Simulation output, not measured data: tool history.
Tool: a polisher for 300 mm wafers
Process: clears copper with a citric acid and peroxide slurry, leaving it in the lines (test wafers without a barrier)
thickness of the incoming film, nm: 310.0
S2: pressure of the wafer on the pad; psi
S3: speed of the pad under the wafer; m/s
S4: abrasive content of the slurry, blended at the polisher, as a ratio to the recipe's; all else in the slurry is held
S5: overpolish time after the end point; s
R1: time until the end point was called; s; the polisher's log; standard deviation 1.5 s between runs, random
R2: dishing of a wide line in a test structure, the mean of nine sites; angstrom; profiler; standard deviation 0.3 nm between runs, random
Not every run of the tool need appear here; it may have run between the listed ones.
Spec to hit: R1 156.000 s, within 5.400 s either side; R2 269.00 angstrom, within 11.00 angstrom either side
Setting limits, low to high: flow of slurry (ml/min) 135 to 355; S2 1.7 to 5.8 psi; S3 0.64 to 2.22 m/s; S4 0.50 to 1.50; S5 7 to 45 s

run 1 hour=0.0 | flow_of_slurry_(ml/min)=225 S2=3.7 S3=1.42 S4=1.00 S5=23 | R1=69.500 R2=584.00
run 2 hour=2.6 | flow_of_slurry_(ml/min)=225 S2=3.7 S3=1.42 S4=1.00 S5=29 | R1=68.801 R2=684.06
run 3 hour=4.6 | flow_of_slurry_(ml/min)=225 S2=3.7 S3=1.42 S4=1.00 S5=34 | R1=69.615 R2=739.78
run 4 hour=10.2 | flow_of_slurry_(ml/min)=225 S2=4.5 S3=1.42 S4=1.00 S5=34 | R1=57.095 R2=825.34
run 5 hour=17.6 | flow_of_slurry_(ml/min)=225 S2=4.5 S3=1.58 S4=1.00 S5=34 | R1=51.918 R2=861.34
run 6 hour=24.3 | flow_of_slurry_(ml/min)=220 S2=4.1 S3=1.42 S4=0.95 S5=29 | R1=64.069 R2=718.69
run 7 hour=26.2 | flow_of_slurry_(ml/min)=225 S2=3.7 S3=1.30 S4=1.00 S5=26 | R1=75.577 R2=597.66
run 8 hour=32.1 | flow_of_slurry_(ml/min)=230 S2=3.4 S3=1.22 S4=1.05 S5=23 | R1=86.889 R2=506.56
run 9 hour=37.9 | flow_of_slurry_(ml/min)=230 S2=3.1 S3=1.16 S4=1.05 S5=21 | R1=96.445 R2=424.02
run 10 hour=44.5 | flow_of_slurry_(ml/min)=230 S2=2.9 S3=1.12 S4=1.05 S5=20 | R1=107.570 R2=376.85
run 11 hour=53.1 | flow_of_slurry_(ml/min)=220 S2=1.9 S3=1.12 S4=1.05 S5=18 | R1=163.520 R2=244.72
run 12 hour=61.9 | flow_of_slurry_(ml/min)=225 S2=1.9 S3=1.12 S4=1.05 S5=18 | R1=158.430 R2=236.23
run 13 hour=70.3 | flow_of_slurry_(ml/min)=225 S2=1.9 S3=1.12 S4=1.05 S5=19 | R1=161.490 R2=251.59
run 14 hour=72.0 | flow_of_slurry_(ml/min)=230 S2=1.9 S3=1.12 S4=1.05 S5=19 | R1=161.100 R2=250.74
run 15 hour=77.5 | flow_of_slurry_(ml/min)=235 S2=1.9 S3=1.12 S4=1.05 S5=19 | R1=162.600 R2=255.62
run 16 hour=84.3 | flow_of_slurry_(ml/min)=240 S2=1.9 S3=1.12 S4=1.05 S5=19 | R1=163.900 R2=254.61

Below are 4 possible settings for the next run. Only one of them brings all results inside the allowed miss of their targets. Which is it?
run A hour=91.1 | flow_of_slurry_(ml/min)=205 S2=1.9 S3=1.18 S4=1.05 S5=20 | R1=? R2=?
run B hour=91.1 | flow_of_slurry_(ml/min)=255 S2=1.9 S3=1.06 S4=1.10 S5=21 | R1=? R2=?
run C hour=91.1 | flow_of_slurry_(ml/min)=250 S2=2.5 S3=0.80 S4=1.00 S5=21 | R1=? R2=?
run D hour=91.1 | flow_of_slurry_(ml/min)=230 S2=2.1 S3=1.02 S4=1.00 S5=20 | R1=? R2=?

move=A R1=156.630 R2=273.36
move=B R1=167.450 R2=269.48
move=C R1=173.530 R2=266.32
move=D R1=163.980 R2=265.12
A: hits every target within its allowed miss
B: misses by more than the last run did
C: misses by more than the last run did
D: roughly where the last run was
The move that meets every target is A.
